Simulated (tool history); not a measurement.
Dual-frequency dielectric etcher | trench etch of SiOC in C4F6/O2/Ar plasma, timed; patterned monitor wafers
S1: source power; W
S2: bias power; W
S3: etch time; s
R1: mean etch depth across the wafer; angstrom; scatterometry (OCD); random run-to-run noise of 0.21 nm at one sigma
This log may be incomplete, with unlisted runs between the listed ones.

{"run": 1, "hour": 0.0, "S1": 440, "S2": 166, "S3": 26.5, "R1": 591.78}
{"run": 2, "hour": 7.9, "S1": 470, "S2": 166, "S3": 26.5, "R1": 603.37}
{"run": 3, "hour": 9.2, "S1": 470, "S2": 184, "S3": 26.5, "R1": 620.33}
{"run": 4, "hour": 13.2, "S1": 470, "S2": 184, "S3": 26.5, "R1": 625.78}
{"run": 5, "hour": 20.1, "S1": 440, "S2": 180, "S3": 26.5, "R1": 600.56}
{"run": 6, "hour": 22.3, "S1": 440, "S2": 180, "S3": 26.5, "R1": 605.27}
{"run": 7, "hour": 27.5, "S1": 410, "S2": 177, "S3": 26.5, "R1": 584.91}
{"run": 8, "hour": 33.1, "S1": 390, "S2": 175, "S3": 26.5, "R1": 576.04}
{"run": 9, "hour": 37.3, "S1": 370, "S2": 173, "S3": 26.5, "R1": 567.19}
{"run": 10, "hour": 42.3, "S1": 350, "S2": 171, "S3": 26.5, "R1": 552.09}

The next listed run, before its measurement:
{"run": 11, "hour": 42.8, "S1": 340, "S2": 170, "S3": 26.5, "R1": "?"}

Run 11 yielded R1 553.94 angstrom.
